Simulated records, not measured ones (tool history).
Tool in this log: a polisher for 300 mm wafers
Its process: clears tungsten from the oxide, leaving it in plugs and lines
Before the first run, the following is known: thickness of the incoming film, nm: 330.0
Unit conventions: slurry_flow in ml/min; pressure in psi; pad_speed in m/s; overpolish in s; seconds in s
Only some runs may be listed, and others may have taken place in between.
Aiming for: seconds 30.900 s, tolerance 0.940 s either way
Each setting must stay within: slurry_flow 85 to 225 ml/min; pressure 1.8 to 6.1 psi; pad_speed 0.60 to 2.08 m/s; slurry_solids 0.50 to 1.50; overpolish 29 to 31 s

run	hour	slurry_flow	pressure	pad_speed	slurry_solids	overpolish	seconds
1	0.0	145	3.9	1.34	1.00	29	47.394
2	1.4	145	3.9	1.34	1.00	31	47.423
3	5.0	145	3.9	1.48	1.00	31	43.296
4	8.6	150	4.0	1.48	1.00	31	41.528
5	13.4	155	4.1	1.48	1.00	31	40.230
6	14.6	160	4.2	1.48	1.00	31	39.324
7	17.5	160	4.3	1.48	1.00	31	38.389
8	24.9	160	4.4	1.48	1.00	31	38.149
9	33.6	160	4.5	1.48	1.00	31	37.173
10	37.9	185	5.2	1.48	1.00	31	32.020

4 candidate next runs follow, results not yet known. Just one meets every target within its allowed miss. Identify it.
A	42.2	220	4.9	1.74	0.90	31	?
B	42.2	205	5.3	1.56	1.00	31	?
C	42.2	205	5.3	1.52	0.95	31	?
D	42.2	180	5.2	1.66	1.15	31	?

move	seconds
A	28.690
B	29.238
C	30.369
D	27.531
A: moves the result that the last run missed by most past its target, out the other side
B: moves the result that the last run missed by most past its target, out the other side
C: each result inside its tolerance
D: moves the result that the last run missed by most past its target, out the other side
Answer: C
